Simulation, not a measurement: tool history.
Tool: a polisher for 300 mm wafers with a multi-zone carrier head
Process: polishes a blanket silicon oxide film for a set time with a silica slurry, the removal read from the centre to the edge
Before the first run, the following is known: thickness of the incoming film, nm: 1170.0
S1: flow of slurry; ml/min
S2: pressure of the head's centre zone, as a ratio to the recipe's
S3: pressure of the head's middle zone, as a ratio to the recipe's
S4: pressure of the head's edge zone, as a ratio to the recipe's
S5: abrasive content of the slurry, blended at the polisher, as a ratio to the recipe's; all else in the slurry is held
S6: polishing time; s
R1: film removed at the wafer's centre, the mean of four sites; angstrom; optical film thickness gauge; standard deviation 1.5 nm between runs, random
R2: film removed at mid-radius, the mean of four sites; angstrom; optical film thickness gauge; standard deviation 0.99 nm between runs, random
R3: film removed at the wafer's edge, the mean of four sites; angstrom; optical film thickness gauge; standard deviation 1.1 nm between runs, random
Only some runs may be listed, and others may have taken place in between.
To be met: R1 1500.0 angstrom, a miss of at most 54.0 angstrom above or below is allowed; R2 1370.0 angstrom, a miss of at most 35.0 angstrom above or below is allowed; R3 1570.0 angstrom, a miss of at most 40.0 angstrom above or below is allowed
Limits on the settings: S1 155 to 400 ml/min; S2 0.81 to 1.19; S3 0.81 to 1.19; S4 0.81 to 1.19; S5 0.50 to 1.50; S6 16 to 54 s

| run | hour | S1 | S2 | S3 | S4 | S5 | S6 | R1 | R2 | R3 |
|---|---|---|---|---|---|---|---|---|---|---|
| 1 | 0.0 | 255 | 1.00 | 1.00 | 1.00 | 1.00 | 35 | 1318.2 | 1329.5 | 1364.4 |
| 2 | 2.8 | 300 | 1.00 | 1.00 | 1.00 | 1.00 | 35 | 1311.8 | 1338.5 | 1375.0 |
| 3 | 10.3 | 300 | 1.00 | 1.00 | 0.94 | 1.00 | 35 | 1336.8 | 1358.2 | 1333.4 |
| 4 | 14.0 | 300 | 1.02 | 0.99 | 0.98 | 1.05 | 35 | 1408.6 | 1380.2 | 1402.3 |
| 5 | 20.2 | 305 | 1.03 | 0.98 | 1.01 | 1.05 | 35 | 1410.0 | 1373.4 | 1439.6 |
| 6 | 29.0 | 245 | 1.03 | 0.98 | 1.01 | 1.05 | 35 | 1366.6 | 1327.6 | 1388.4 |
| 7 | 32.0 | 260 | 1.04 | 0.97 | 1.03 | 1.05 | 35 | 1379.1 | 1352.7 | 1416.4 |
| 8 | 39.4 | 275 | 1.05 | 0.95 | 1.05 | 1.05 | 35 | 1396.7 | 1309.4 | 1471.5 |
| 9 | 47.7 | 285 | 1.06 | 0.95 | 1.06 | 1.05 | 35 | 1429.3 | 1345.4 | 1482.6 |
| 10 | 49.3 | 295 | 1.06 | 0.95 | 1.07 | 1.05 | 35 | 1403.0 | 1351.6 | 1482.5 |
| 11 | 56.2 | 300 | 1.07 | 0.94 | 1.08 | 1.05 | 35 | 1460.4 | 1337.4 | 1463.5 |
| 12 | 58.8 | 300 | 1.07 | 0.94 | 1.08 | 1.05 | 35 | 1460.7 | 1329.0 | 1478.7 |
| 13 | 64.2 | 300 | 1.07 | 0.94 | 1.08 | 1.05 | 35 | 1458.8 | 1325.3 | 1475.3 |
| 14 | 71.7 | 305 | 1.07 | 0.94 | 1.10 | 1.05 | 35 | 1455.4 | 1331.0 | 1494.5 |
| 15 | 74.1 | 310 | 1.07 | 0.94 | 1.11 | 1.05 | 35 | 1429.2 | 1324.3 | 1484.0 |
| 16 | 79.5 | 310 | 1.07 | 0.94 | 1.12 | 1.05 | 35 | 1468.4 | 1335.1 | 1504.7 |
| 17 | 82.6 | 310 | 1.07 | 0.94 | 1.13 | 1.05 | 35 | 1468.2 | 1336.9 | 1507.5 |

Consider the 5 candidate settings below. Which is the only one whose results all fall within their allowed miss of target?
| A | 85.7 | 285 | 1.06 | 0.91 | 1.18 | 0.90 | 39 | ? | ? | ? |
| B | 85.7 | 275 | 1.01 | 0.88 | 1.02 | 1.30 | 34 | ? | ? | ? |
| C | 85.7 | 155 | 0.90 | 0.91 | 1.19 | 1.45 | 35 | ? | ? | ? |
| D | 85.7 | 305 | 1.09 | 0.90 | 1.13 | 1.00 | 36 | ? | ? | ? |
| E | 85.7 | 240 | 0.84 | 0.90 | 1.10 | 1.15 | 38 | ? | ? | ? |

| move | R1 | R2 | R3 |
|---|---|---|---|
| A | 1402.5 | 1281.6 | 1535.7 |
| B | 1480.5 | 1361.8 | 1560.2 |
| C | 1339.2 | 1383.3 | 1706.2 |
| D | 1437.1 | 1275.2 | 1505.6 |
| E | 1347.1 | 1430.0 | 1675.1 |
A: corrects the largest miss of the last run, while another result sits out of spec
B: hits every target within its allowed miss
C: the result that was furthest off in the last run now lies on the other side of its target
D: moves away from the targets compared with the last run
E: the result that was furthest off in the last run now lies on the other side of its target
Answer: B

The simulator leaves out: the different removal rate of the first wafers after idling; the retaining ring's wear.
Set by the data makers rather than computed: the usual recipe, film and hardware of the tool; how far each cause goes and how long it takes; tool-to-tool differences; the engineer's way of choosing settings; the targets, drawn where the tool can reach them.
